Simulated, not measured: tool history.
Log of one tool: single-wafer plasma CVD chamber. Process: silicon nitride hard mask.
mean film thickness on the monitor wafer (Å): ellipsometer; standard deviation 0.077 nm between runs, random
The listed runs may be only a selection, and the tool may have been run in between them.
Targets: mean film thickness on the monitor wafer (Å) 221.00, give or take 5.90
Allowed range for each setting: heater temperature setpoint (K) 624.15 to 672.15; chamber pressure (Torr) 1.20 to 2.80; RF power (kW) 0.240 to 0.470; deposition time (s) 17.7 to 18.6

run  hour  heater temperature setpoint (K)  chamber pressure (Torr)  RF power (kW)  deposition time (s)  mean film thickness on the monitor wafer (Å)
  1   0.0                           648.15                     2.00          0.355                 18.6                                        250.37
  2   6.4                           648.15                     1.86          0.345                 18.5                                        240.37
  3  12.8                           648.15                     1.76          0.340                 18.5                                        236.18
  4  18.0                           648.15                     1.91          0.340                 18.5                                        239.61
  5  24.4                           654.15                     1.91          0.340                 18.5                                        238.72
  6  32.2                           654.15                     1.91          0.340                 18.6                                        239.62
  7  39.8                           654.15                     1.82          0.330                 18.6                                        234.79
  8  48.7                           654.15                     1.76          0.320                 18.6                                        228.66

Pick the move, out of 4, that brings all results within their allowed miss; only one does.
  A  57.6                           657.15                     1.63          0.350                 18.6                                             ?
  B  57.6                           659.15                     1.80          0.340                 18.6                                             ?
  C  57.6                           651.15                     1.79          0.310                 18.3                                             ?
  D  57.6                           652.15                     1.76          0.340                 18.6                                             ?

move  mean film thickness on the monitor wafer (Å)
   A                                        234.12
   B                                        236.14
   C                                        222.22
   D                                        235.47
A: moves away from the targets compared with the last run
B: moves away from the targets compared with the last run
C: meets every target
D: moves away from the targets compared with the last run
C meets every target.

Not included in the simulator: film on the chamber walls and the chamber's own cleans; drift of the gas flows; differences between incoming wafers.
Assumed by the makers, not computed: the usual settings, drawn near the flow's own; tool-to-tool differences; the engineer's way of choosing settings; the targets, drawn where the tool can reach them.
